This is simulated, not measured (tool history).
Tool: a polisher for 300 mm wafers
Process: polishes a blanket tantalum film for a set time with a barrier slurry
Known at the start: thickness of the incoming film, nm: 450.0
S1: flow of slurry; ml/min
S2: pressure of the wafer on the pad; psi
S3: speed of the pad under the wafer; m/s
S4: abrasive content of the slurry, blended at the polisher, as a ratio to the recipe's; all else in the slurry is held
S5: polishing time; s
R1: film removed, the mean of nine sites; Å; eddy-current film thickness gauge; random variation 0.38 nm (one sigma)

run 1 day=0 | S1=265 S2=2.1 S3=1.18 S4=1 S5=27 | R1=694.27
run 2 day=0.096 | S1=265 S2=2.1 S3=1.18 S4=1 S5=27 | R1=677.34
run 3 day=0.425 | S1=265 S2=2.1 S3=1.18 S4=1.15 S5=27 | R1=718.24
run 4 day=0.542 | S1=260 S2=1.9 S3=1.18 S4=1.15 S5=27 | R1=657.92
run 5 day=0.608 | S1=260 S2=1.9 S3=1.18 S4=1.15 S5=27 | R1=667.59
run 6 day=0.962 | S1=260 S2=2.1 S3=1.18 S4=1.15 S5=27 | R1=722.94
run 7 day=1.117 | S1=260 S2=1.9 S3=1.18 S4=1.15 S5=27 | R1=660.74
run 8 day=1.329 | S1=260 S2=1.7 S3=1.18 S4=1.15 S5=27 | R1=607.24
run 9 day=1.558 | S1=260 S2=1.6 S3=1.18 S4=1.15 S5=27 | R1=583.45
run 10 day=1.608 | S1=260 S2=1.5 S3=1.18 S4=1.15 S5=27 | R1=556.37

Forecast run 11:
run 11 day=1.688 | S1=260 S2=1.4 S3=1.18 S4=1.15 S5=27 | R1=?

{"run 11": {"R1": 524.58}}
